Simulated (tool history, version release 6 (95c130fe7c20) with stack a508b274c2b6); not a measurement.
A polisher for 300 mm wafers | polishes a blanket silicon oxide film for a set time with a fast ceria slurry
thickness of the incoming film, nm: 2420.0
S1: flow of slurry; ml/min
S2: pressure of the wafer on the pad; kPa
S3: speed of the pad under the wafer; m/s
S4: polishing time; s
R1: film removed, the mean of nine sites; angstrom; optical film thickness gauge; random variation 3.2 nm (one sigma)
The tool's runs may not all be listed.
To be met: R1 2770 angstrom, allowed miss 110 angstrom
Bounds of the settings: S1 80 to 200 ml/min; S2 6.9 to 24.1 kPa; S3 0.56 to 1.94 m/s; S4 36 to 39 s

{"run": 1, "hour": 0.0, "S1": 130, "S2": 15.2, "S3": 1.24, "S4": 39, "R1": 5693.4}
{"run": 2, "hour": 1.9, "S1": 125, "S2": 12.4, "S3": 1.18, "S4": 39, "R1": 4473.8}
{"run": 3, "hour": 4.6, "S1": 125, "S2": 12.4, "S3": 1.46, "S4": 39, "R1": 5572.8}
{"run": 4, "hour": 9.6, "S1": 125, "S2": 12.4, "S3": 1.46, "S4": 36, "R1": 5005.5}
{"run": 5, "hour": 10.5, "S1": 120, "S2": 11, "S3": 1.38, "S4": 36, "R1": 4191.7}
{"run": 6, "hour": 17.6, "S1": 110, "S2": 9.7, "S3": 1.38, "S4": 36, "R1": 3662}
{"run": 7, "hour": 18.2, "S1": 105, "S2": 9, "S3": 1.38, "S4": 36, "R1": 3393.8}
{"run": 8, "hour": 20.1, "S1": 105, "S2": 9, "S3": 1.38, "S4": 36, "R1": 3358.2}
{"run": 9, "hour": 28.8, "S1": 100, "S2": 8.3, "S3": 1.38, "S4": 36, "R1": 3132.6}
{"run": 10, "hour": 36.3, "S1": 90, "S2": 6.9, "S3": 1.36, "S4": 36, "R1": 2528.7}
{"run": 11, "hour": 45.0, "S1": 95, "S2": 6.9, "S3": 1.36, "S4": 36, "R1": 2534.1}

5 next moves are on the table. One of them brings every result within its allowed miss. Which?
{"run": "A", "hour": 53.7, "S1": 105, "S2": 8.3, "S3": 1.14, "S4": 36, "R1": "?"}
{"run": "B", "hour": 53.7, "S1": 90, "S2": 8.3, "S3": 1.06, "S4": 36, "R1": "?"}
{"run": "C", "hour": 53.7, "S1": 80, "S2": 6.9, "S3": 1.36, "S4": 36, "R1": "?"}
{"run": "D", "hour": 53.7, "S1": 110, "S2": 6.9, "S3": 1.22, "S4": 36, "R1": "?"}
{"run": "E", "hour": 53.7, "S1": 125, "S2": 8.3, "S3": 1.06, "S4": 39, "R1": "?"}

move=A R1=2611.6
move=B R1=2323.9
move=C R1=2394.5
move=D R1=2382.2
move=E R1=2754.9
A: nearer than the last run, and not there yet
B: further off than the last run
C: further off than the last run
D: further off than the last run
E: meets every target
The right move is E.
